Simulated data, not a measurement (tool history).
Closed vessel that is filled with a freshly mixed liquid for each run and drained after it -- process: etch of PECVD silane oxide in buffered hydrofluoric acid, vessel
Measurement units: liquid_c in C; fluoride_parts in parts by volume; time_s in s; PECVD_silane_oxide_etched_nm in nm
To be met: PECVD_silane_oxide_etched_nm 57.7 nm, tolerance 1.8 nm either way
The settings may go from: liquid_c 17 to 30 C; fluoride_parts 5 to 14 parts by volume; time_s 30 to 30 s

run 1 hour=0 | liquid_c=22 fluoride_parts=8.5 time_s=30 | PECVD_silane_oxide_etched_nm=80.396
run 2 hour=7.7 | liquid_c=21 fluoride_parts=8.5 time_s=30 | PECVD_silane_oxide_etched_nm=76.049
run 3 hour=12.4 | liquid_c=20 fluoride_parts=8.5 time_s=30 | PECVD_silane_oxide_etched_nm=71.812
run 4 hour=14.5 | liquid_c=19.5 fluoride_parts=8.5 time_s=30 | PECVD_silane_oxide_etched_nm=71.611
run 5 hour=16.8 | liquid_c=19.5 fluoride_parts=6.5 time_s=30 | PECVD_silane_oxide_etched_nm=93.663
run 6 hour=26 | liquid_c=19.5 fluoride_parts=6.5 time_s=30 | PECVD_silane_oxide_etched_nm=92.574
run 7 hour=29.1 | liquid_c=19 fluoride_parts=7 time_s=30 | PECVD_silane_oxide_etched_nm=84.728
run 8 hour=31.5 | liquid_c=18.5 fluoride_parts=7.5 time_s=30 | PECVD_silane_oxide_etched_nm=75.255
run 9 hour=37.8 | liquid_c=18 fluoride_parts=8 time_s=30 | PECVD_silane_oxide_etched_nm=68.456
run 10 hour=43.5 | liquid_c=17.5 fluoride_parts=8.5 time_s=30 | PECVD_silane_oxide_etched_nm=62.594

Next run, 4 choices. One meets every target within its allowed miss, the rest don't. Which?
run A hour=49.2 | liquid_c=17 fluoride_parts=9 time_s=30 | PECVD_silane_oxide_etched_nm=?
run B hour=49.2 | liquid_c=20 fluoride_parts=12 time_s=30 | PECVD_silane_oxide_etched_nm=?
run C hour=49.2 | liquid_c=17 fluoride_parts=10 time_s=30 | PECVD_silane_oxide_etched_nm=?
run D hour=49.2 | liquid_c=17 fluoride_parts=8 time_s=30 | PECVD_silane_oxide_etched_nm=?

move=A PECVD_silane_oxide_etched_nm=57.223
move=B PECVD_silane_oxide_etched_nm=53.108
move=C PECVD_silane_oxide_etched_nm=53.546
move=D PECVD_silane_oxide_etched_nm=65.031
A: every result within its allowed miss
B: moves the result that the last run missed by most past its target, out the other side
C: moves the result that the last run missed by most past its target, out the other side
D: its largest miss is bigger than the last run's
Move A is the one to make.
